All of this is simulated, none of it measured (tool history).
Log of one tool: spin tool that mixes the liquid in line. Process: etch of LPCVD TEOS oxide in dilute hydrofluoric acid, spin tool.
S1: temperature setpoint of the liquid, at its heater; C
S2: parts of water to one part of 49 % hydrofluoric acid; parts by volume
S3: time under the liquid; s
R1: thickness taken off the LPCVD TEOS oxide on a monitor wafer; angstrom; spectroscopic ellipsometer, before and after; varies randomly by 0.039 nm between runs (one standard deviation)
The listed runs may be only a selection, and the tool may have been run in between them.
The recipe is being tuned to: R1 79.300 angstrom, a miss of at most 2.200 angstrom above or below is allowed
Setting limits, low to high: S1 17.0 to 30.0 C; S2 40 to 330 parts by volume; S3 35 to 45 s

run	hour	S1	S2	S3	R1
1	0.0	22.0	185	45	52.969
2	5.0	23.5	180	45	58.849
3	13.2	20.0	180	45	51.237
4	21.5	22.5	180	45	56.633
5	27.2	22.5	245	45	38.334
6	27.9	22.5	245	35	30.159
# hour 32.2: thermometer replaced
7	32.2	26.5	175	35	49.261
8	39.2	26.5	160	35	54.530

5 next moves are on the table. One of them brings every result within its allowed miss. Which?
A	46.2	25.0	145	45	?
B	46.2	27.0	135	45	?
C	46.2	29.0	165	45	?
D	46.2	25.5	140	45	?
E	46.2	27.0	140	45	?

move	R1
A	75.210
B	88.178
C	74.776
D	79.861
E	84.500
A: better than the last run, though not everything is in spec
B: takes the result that was furthest off past its target
C: better than the last run, though not everything is in spec
D: hits every target within its allowed miss
E: takes the result that was furthest off past its target
Correct choice: D, which meets every target

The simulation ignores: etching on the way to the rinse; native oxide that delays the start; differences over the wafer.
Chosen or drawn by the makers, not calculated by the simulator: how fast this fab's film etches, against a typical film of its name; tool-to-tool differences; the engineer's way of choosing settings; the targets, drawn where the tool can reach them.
